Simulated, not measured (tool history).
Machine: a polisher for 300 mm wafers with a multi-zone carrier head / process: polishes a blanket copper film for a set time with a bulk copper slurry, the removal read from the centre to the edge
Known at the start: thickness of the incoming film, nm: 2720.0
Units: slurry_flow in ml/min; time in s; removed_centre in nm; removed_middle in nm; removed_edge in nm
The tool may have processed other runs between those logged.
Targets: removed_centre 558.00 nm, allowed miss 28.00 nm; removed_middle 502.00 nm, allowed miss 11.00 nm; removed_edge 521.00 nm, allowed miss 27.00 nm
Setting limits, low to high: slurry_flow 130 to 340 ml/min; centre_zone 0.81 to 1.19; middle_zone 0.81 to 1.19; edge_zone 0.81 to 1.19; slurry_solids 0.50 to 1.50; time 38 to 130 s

Run 1, day 0.000: slurry_flow 220 ml/min, centre_zone 1.00, middle_zone 1.00, edge_zone 1.00, slurry_solids 1.00, time 84 s. Result: removed_centre 673.24 nm, removed_middle 660.62 nm, removed_edge 680.40 nm.
Run 2, day 0.029: slurry_flow 220 ml/min, centre_zone 1.05, middle_zone 1.00, edge_zone 1.00, slurry_solids 1.00, time 84 s. Result: removed_centre 684.68 nm, removed_middle 654.63 nm, removed_edge 709.02 nm.
Run 3, day 0.329: slurry_flow 215 ml/min, centre_zone 1.04, middle_zone 0.98, edge_zone 0.98, slurry_solids 0.95, time 84 s. Result: removed_centre 668.52 nm, removed_middle 643.73 nm, removed_edge 664.79 nm.
Run 4, day 0.379: slurry_flow 215 ml/min, centre_zone 1.04, middle_zone 0.98, edge_zone 0.98, slurry_solids 1.10, time 84 s. Result: removed_centre 686.46 nm, removed_middle 660.42 nm, removed_edge 703.34 nm.
Run 5, day 0.471: slurry_flow 215 ml/min, centre_zone 1.04, middle_zone 0.98, edge_zone 0.98, slurry_solids 1.10, time 95 s. Result: removed_centre 795.92 nm, removed_middle 751.63 nm, removed_edge 811.95 nm.
Run 6, day 0.788: slurry_flow 215 ml/min, centre_zone 0.96, middle_zone 0.98, edge_zone 0.98, slurry_solids 1.10, time 95 s. Result: removed_centre 763.18 nm, removed_middle 748.87 nm, removed_edge 783.35 nm.
Run 7, day 0.825: slurry_flow 210 ml/min, centre_zone 0.96, middle_zone 0.96, edge_zone 0.97, slurry_solids 1.05, time 94 s. Result: removed_centre 726.56 nm, removed_middle 718.77 nm, removed_edge 756.45 nm.
Run 8, day 1.117: slurry_flow 210 ml/min, centre_zone 0.97, middle_zone 0.94, edge_zone 0.95, slurry_solids 1.00, time 93 s. Result: removed_centre 728.18 nm, removed_middle 692.52 nm, removed_edge 726.96 nm.
Run 9, day 1.400: slurry_flow 205 ml/min, centre_zone 0.96, middle_zone 0.93, edge_zone 0.95, slurry_solids 0.95, time 92 s. Result: removed_centre 699.17 nm, removed_middle 665.96 nm, removed_edge 744.27 nm.
Run 10, day 1.521: slurry_flow 215 ml/min, centre_zone 0.96, middle_zone 0.93, edge_zone 0.94, slurry_solids 0.90, time 90 s. Result: removed_centre 665.99 nm, removed_middle 646.04 nm, removed_edge 690.77 nm.
Run 11, day 1.850: slurry_flow 225 ml/min, centre_zone 0.97, middle_zone 0.92, edge_zone 0.93, slurry_solids 0.85, time 89 s. Result: removed_centre 654.97 nm, removed_middle 625.91 nm, removed_edge 659.90 nm.
Run 12, day 1.979: slurry_flow 230 ml/min, centre_zone 0.97, middle_zone 0.91, edge_zone 0.92, slurry_solids 0.80, time 88 s. Result: removed_centre 647.00 nm, removed_middle 608.18 nm, removed_edge 638.19 nm.
Run 13, day 2.033: slurry_flow 230 ml/min, centre_zone 0.97, middle_zone 0.90, edge_zone 0.91, slurry_solids 0.75, time 88 s. Result: removed_centre 641.69 nm, removed_middle 589.72 nm, removed_edge 640.61 nm.

Exercise: of the 5 proposed moves below, exactly one satisfies all targets within the stated allowed misses. Which move is it?
Run A, day 2.088: slurry_flow 270 ml/min, centre_zone 1.01, middle_zone 0.90, edge_zone 0.84, slurry_solids 0.80, time 72 s. Result: removed_centre ?, removed_middle ?, removed_edge ?.
Run B, day 2.088: slurry_flow 175 ml/min, centre_zone 0.96, middle_zone 0.86, edge_zone 0.99, slurry_solids 0.55, time 84 s. Result: removed_centre ?, removed_middle ?, removed_edge ?.
Run C, day 2.088: slurry_flow 270 ml/min, centre_zone 0.91, middle_zone 1.08, edge_zone 0.87, slurry_solids 0.70, time 79 s. Result: removed_centre ?, removed_middle ?, removed_edge ?.
Run D, day 2.088: slurry_flow 325 ml/min, centre_zone 1.02, middle_zone 1.17, edge_zone 0.81, slurry_solids 0.95, time 71 s. Result: removed_centre ?, removed_middle ?, removed_edge ?.
Run E, day 2.088: slurry_flow 135 ml/min, centre_zone 0.81, middle_zone 0.81, edge_zone 1.13, slurry_solids 0.75, time 98 s. Result: removed_centre ?, removed_middle ?, removed_edge ?.

move  removed_centre  removed_middle  removed_edge
   A          545.91          507.83        528.26
   B          517.67          483.39        572.36
   C          539.12          626.49        566.24
   D          580.42          667.30        542.58
   E          556.84          557.02        750.79
A: all results land within tolerance of their targets
B: moves the result that the last run missed by most past its target, out the other side
C: misses by more than the last run did
D: misses by more than the last run did
E: misses by more than the last run did
The move that meets every target is A.
